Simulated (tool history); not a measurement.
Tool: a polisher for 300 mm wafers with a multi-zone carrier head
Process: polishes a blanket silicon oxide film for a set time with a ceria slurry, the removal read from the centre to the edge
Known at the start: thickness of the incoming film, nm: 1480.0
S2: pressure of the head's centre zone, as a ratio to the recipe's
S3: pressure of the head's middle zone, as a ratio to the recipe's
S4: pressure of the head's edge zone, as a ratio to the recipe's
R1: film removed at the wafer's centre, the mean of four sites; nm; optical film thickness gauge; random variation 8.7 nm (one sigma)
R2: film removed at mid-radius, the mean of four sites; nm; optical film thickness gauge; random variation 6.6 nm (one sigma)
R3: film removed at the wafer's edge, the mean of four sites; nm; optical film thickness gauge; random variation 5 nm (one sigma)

{"run": 1, "hour": 0.0, "flow of slurry (ml/min)": 245, "S2": 1, "S3": 1, "S4": 1, "polishing time (s)": 71, "R1": 594.4, "R2": 581.81, "R3": 576.27}
{"run": 2, "hour": 6.3, "flow of slurry (ml/min)": 245, "S2": 1, "S3": 1.08, "S4": 1, "polishing time (s)": 71, "R1": 599.79, "R2": 630.55, "R3": 567.5}
{"run": 3, "hour": 13.1, "flow of slurry (ml/min)": 245, "S2": 1, "S3": 1.08, "S4": 1, "polishing time (s)": 54, "R1": 455.31, "R2": 477.26, "R3": 435.06}
{"run": 4, "hour": 21.5, "flow of slurry (ml/min)": 255, "S2": 0.98, "S3": 1.08, "S4": 1.05, "polishing time (s)": 61, "R1": 501.27, "R2": 535.28, "R3": 501.1}
{"run": 5, "hour": 23.7, "flow of slurry (ml/min)": 255, "S2": 1.06, "S3": 1.08, "S4": 1.05, "polishing time (s)": 61, "R1": 545.73, "R2": 536.56, "R3": 499.29}
{"run": 6, "hour": 25.0, "flow of slurry (ml/min)": 195, "S2": 1.06, "S3": 1.08, "S4": 1.05, "polishing time (s)": 61, "R1": 531.19, "R2": 514.21, "R3": 488.61}
{"run": 7, "hour": 33.3, "flow of slurry (ml/min)": 215, "S2": 1.03, "S3": 1.09, "S4": 1.09, "polishing time (s)": 66, "R1": 559.74, "R2": 576.14, "R3": 534.56}
{"run": 8, "hour": 40.5, "flow of slurry (ml/min)": 235, "S2": 1.01, "S3": 1.08, "S4": 1.12, "polishing time (s)": 69, "R1": 567.27, "R2": 609.46, "R3": 572.09}
{"run": 9, "hour": 45.6, "flow of slurry (ml/min)": 250, "S2": 1, "S3": 1.07, "S4": 1.14, "polishing time (s)": 71, "R1": 592.08, "R2": 628.23, "R3": 594.17}
{"hour": 51.7, "done": "edge zone pressure recalibrated"}
{"run": 10, "hour": 51.7, "flow of slurry (ml/min)": 260, "S2": 0.98, "S3": 1.06, "S4": 1.15, "polishing time (s)": 73, "R1": 600.85, "R2": 637.14, "R3": 631.36}
{"run": 11, "hour": 54.3, "flow of slurry (ml/min)": 260, "S2": 0.98, "S3": 1.06, "S4": 1.15, "polishing time (s)": 73, "R1": 603.52, "R2": 635.7, "R3": 630.53}
{"run": 12, "hour": 59.6, "flow of slurry (ml/min)": 275, "S2": 0.97, "S3": 1.07, "S4": 1.16, "polishing time (s)": 74, "R1": 603.5, "R2": 647.25, "R3": 655.32}

Run 13 comes next. What will it give?
{"run": 13, "hour": 67.4, "flow of slurry (ml/min)": 280, "S2": 0.98, "S3": 1.09, "S4": 1.16, "polishing time (s)": 74, "R1": "?", "R2": "?", "R3": "?"}

{"run 13": {"R1": 629.74, "R2": 666.79, "R3": 647.62}}

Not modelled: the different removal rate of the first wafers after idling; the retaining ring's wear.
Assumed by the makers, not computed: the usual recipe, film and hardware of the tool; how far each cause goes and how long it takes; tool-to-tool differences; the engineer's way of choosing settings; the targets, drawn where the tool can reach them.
